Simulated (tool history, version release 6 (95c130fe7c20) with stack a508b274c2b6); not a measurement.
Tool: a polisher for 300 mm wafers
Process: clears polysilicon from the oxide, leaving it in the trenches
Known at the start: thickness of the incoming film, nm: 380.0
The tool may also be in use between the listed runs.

run	day	flow of slurry (ml/min)	pressure of the wafer on the pad (psi)	speed of the pad under the wafer (cm/s)	overpolish time after the end point (s)	time until the end point was called (s)	dishing of a wide line in a test structure (angstrom)
1	0	250	1.8	90	8	51.096	377.37
2	0.221	250	1.8	90	10	51.823	411.8
3	0.588	250	1.7	88	10	56.152	400.31
4	0.633	205	1.7	88	10	56.054	403.83
5	0.825	205	1.7	98	10	51.099	399.43
6	0.862	205	1.7	110	10	45.974	429.95
7	0.967	205	1.6	104	10	51.596	407.24

The next listed run, before its measurement:
8	1.112	205	1.5	100	10	?	?

Run 8 gave time until the end point was called (s) 56.599, dishing of a wide line in a test structure (angstrom) 399.14.

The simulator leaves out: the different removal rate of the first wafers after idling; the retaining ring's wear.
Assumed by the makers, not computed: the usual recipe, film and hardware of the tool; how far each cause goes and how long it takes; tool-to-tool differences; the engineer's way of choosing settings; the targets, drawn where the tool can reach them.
